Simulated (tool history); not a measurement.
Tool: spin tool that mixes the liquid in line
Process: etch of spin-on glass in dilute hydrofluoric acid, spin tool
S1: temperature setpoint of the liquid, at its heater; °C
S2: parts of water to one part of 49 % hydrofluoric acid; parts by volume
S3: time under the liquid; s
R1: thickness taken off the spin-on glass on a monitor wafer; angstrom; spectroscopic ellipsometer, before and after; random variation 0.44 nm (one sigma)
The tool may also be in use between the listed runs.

Run 1, hour 0.0: S1 22.0 °C, S2 180 parts by volume, S3 305 s. Result: R1 394.64 angstrom.
Run 2, hour 6.2: S1 24.5 °C, S2 150 parts by volume, S3 305 s. Result: R1 535.58 angstrom.
Run 3, hour 13.7: S1 26.0 °C, S2 130 parts by volume, S3 305 s. Result: R1 666.91 angstrom.
Run 4, hour 14.3: S1 27.5 °C, S2 130 parts by volume, S3 305 s. Result: R1 712.04 angstrom.
Run 5, hour 18.4: S1 29.0 °C, S2 130 parts by volume, S3 305 s. Result: R1 751.33 angstrom.
Run 6, hour 25.9: S1 29.5 °C, S2 120 parts by volume, S3 305 s. Result: R1 843.51 angstrom.

The next listed run, before its measurement:
Run 7, hour 26.9: S1 29.5 °C, S2 115 parts by volume, S3 305 s. Result: R1 ?.

{"run 7": {"R1": 884.63}}
